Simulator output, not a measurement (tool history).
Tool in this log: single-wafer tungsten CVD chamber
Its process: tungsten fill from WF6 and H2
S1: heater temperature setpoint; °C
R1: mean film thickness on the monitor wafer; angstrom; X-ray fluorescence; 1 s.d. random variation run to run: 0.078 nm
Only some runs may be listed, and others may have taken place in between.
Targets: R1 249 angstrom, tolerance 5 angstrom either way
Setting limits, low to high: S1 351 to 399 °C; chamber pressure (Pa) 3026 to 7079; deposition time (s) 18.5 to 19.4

{"run": 1, "hour": 0.0, "S1": 375, "chamber pressure (Pa)": 5053, "deposition time (s)": 19.4, "R1": 363.22}
{"run": 2, "hour": 7.6, "S1": 386, "chamber pressure (Pa)": 5053, "deposition time (s)": 19.4, "R1": 460.7}
{"run": 3, "hour": 11.7, "S1": 386, "chamber pressure (Pa)": 5746, "deposition time (s)": 19.4, "R1": 490}
{"run": 4, "hour": 20.2, "S1": 386, "chamber pressure (Pa)": 5280, "deposition time (s)": 19.4, "R1": 468.03}
{"run": 5, "hour": 28.3, "S1": 386, "chamber pressure (Pa)": 5280, "deposition time (s)": 18.5, "R1": 447.24}
{"run": 6, "hour": 30.5, "S1": 383, "chamber pressure (Pa)": 5266, "deposition time (s)": 18.5, "R1": 420.05}
{"run": 7, "hour": 39.4, "S1": 380, "chamber pressure (Pa)": 5253, "deposition time (s)": 18.5, "R1": 390.29}
{"run": 8, "hour": 48.0, "S1": 378, "chamber pressure (Pa)": 5240, "deposition time (s)": 18.5, "R1": 375.49}
{"run": 9, "hour": 51.7, "S1": 376, "chamber pressure (Pa)": 5226, "deposition time (s)": 18.5, "R1": 358.66}
{"run": 10, "hour": 58.0, "S1": 374, "chamber pressure (Pa)": 5213, "deposition time (s)": 18.5, "R1": 341.36}
{"run": 11, "hour": 60.2, "S1": 372, "chamber pressure (Pa)": 5213, "deposition time (s)": 18.5, "R1": 327.36}
{"run": 12, "hour": 62.2, "S1": 372, "chamber pressure (Pa)": 5213, "deposition time (s)": 18.5, "R1": 327.29}
{"run": 13, "hour": 64.2, "S1": 371, "chamber pressure (Pa)": 5213, "deposition time (s)": 18.5, "R1": 321.42}
{"run": 14, "hour": 65.1, "S1": 370, "chamber pressure (Pa)": 5213, "deposition time (s)": 18.5, "R1": 312.54}
{"run": 15, "hour": 68.6, "S1": 358, "chamber pressure (Pa)": 5160, "deposition time (s)": 18.5, "R1": 235.2}
{"run": 16, "hour": 74.1, "S1": 359, "chamber pressure (Pa)": 5160, "deposition time (s)": 18.5, "R1": 239.25}

Below are 4 possible settings for the next run. Only one of them brings all results inside the allowed miss of their targets. Which is it?
{"run": "A", "hour": 79.6, "S1": 355, "chamber pressure (Pa)": 6079, "deposition time (s)": 19.4, "R1": "?"}
{"run": "B", "hour": 79.6, "S1": 365, "chamber pressure (Pa)": 3480, "deposition time (s)": 19.2, "R1": "?"}
{"run": "C", "hour": 79.6, "S1": 359, "chamber pressure (Pa)": 5706, "deposition time (s)": 19.2, "R1": "?"}
{"run": "D", "hour": 79.6, "S1": 358, "chamber pressure (Pa)": 5186, "deposition time (s)": 18.5, "R1": "?"}

move=A R1=246.23
move=B R1=239.34
move=C R1=260.84
move=D R1=234.86
A: hits every target within its allowed miss
B: roughly where the last run was
C: the result that was furthest off in the last run now lies on the other side of its target
D: misses by more than the last run did
So the answer is move A, the one that meets all the targets.
